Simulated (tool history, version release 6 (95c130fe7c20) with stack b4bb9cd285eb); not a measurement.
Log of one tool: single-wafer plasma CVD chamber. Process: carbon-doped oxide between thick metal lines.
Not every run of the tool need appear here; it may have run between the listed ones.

run	hour	heater temperature setpoint (K)	chamber pressure (Torr)	RF power (W)	deposition time (s)	mean film thickness on the monitor wafer (Å)
1	0.0	608.15	6.11	445	236	13414
2	1.9	607.15	6.20	460	237	13896
3	10.6	606.15	6.29	470	237	14250
4	18.3	605.15	6.41	480	237	14691
5	19.2	605.15	7.42	480	237	14809
6	25.0	598.15	7.42	480	237	15287
7	33.8	597.15	7.47	485	237	15469

Run 8, settings as shown, results not yet in. Your forecast:
8	37.0	596.15	7.51	490	237	?

{"run 8": {"mean film thickness on the monitor wafer (Å)": 15457}}
